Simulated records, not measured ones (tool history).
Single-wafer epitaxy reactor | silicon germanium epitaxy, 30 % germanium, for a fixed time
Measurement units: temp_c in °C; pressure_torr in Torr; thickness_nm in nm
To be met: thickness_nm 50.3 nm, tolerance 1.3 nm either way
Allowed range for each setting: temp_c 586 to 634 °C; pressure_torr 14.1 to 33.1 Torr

run    day  temp_c  pressure_torr  thickness_nm
  1      0     610           23.6         68.13
  2  0.279     610           26.2        69.693
  3  0.596     607             26         65.68
  4  0.792     607           24.1        64.418
  5  1.104     607           21.4        62.687
  6  1.404     605           21.3        60.367
  7  1.733     593           20.8        46.479
  8  1.938     594           20.8        47.414

Next run, 4 choices. One meets every target within its allowed miss, the rest don't. Which?
  A  2.142     598           22.9             ?
  B  2.142     598             26             ?
  C  2.142     599           19.9             ?
  D  2.142     596           21.8             ?

move  thickness_nm
   A        52.871
   B        54.529
   C        52.273
   D        50.108
A: takes the result that was furthest off past its target
B: takes the result that was furthest off past its target
C: takes the result that was furthest off past its target
D: in spec on every target
Correct choice: D, which meets every target

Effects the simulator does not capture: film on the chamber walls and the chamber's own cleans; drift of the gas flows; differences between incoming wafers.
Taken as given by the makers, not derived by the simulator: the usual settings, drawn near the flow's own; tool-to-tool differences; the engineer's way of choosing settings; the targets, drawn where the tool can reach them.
